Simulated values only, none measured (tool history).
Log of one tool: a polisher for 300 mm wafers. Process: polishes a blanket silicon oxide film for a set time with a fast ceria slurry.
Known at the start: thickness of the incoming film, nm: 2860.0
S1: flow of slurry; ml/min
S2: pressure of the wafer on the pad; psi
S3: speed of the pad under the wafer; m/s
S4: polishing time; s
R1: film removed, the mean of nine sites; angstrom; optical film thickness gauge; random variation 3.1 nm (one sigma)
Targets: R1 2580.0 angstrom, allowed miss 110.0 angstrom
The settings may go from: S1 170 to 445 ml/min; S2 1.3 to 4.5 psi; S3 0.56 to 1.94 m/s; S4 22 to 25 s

| run | hour | S1 | S2 | S3 | S4 | R1 |
|---|---|---|---|---|---|---|
| 1 | 0.0 | 285 | 2.9 | 1.24 | 25 | 4296.7 |
| 2 | 5.7 | 235 | 2.9 | 1.24 | 25 | 4268.7 |
| 3 | 13.2 | 235 | 2.8 | 1.24 | 25 | 4127.6 |
| 4 | 18.9 | 235 | 2.7 | 1.24 | 25 | 4019.5 |
| 5 | 27.3 | 235 | 2.7 | 1.04 | 25 | 3277.8 |
| 6 | 31.4 | 235 | 2.6 | 1.04 | 25 | 3221.9 |
| 7 | 32.0 | 235 | 2.5 | 1.04 | 25 | 3044.7 |
| 8 | 34.3 | 235 | 2.0 | 1.02 | 25 | 2434.2 |

4 next moves are on the table. One of them brings every result within its allowed miss. Which?
| A | 36.6 | 255 | 1.9 | 1.00 | 25 | ? |
| B | 36.6 | 275 | 2.2 | 0.96 | 22 | ? |
| C | 36.6 | 300 | 2.4 | 0.88 | 22 | ? |
| D | 36.6 | 285 | 2.2 | 0.98 | 24 | ? |

| move | R1 |
|---|---|
| A | 2314.0 |
| B | 2267.7 |
| C | 2284.1 |
| D | 2530.8 |
A: further off than the last run
B: further off than the last run
C: further off than the last run
D: meets every target
Answer: D
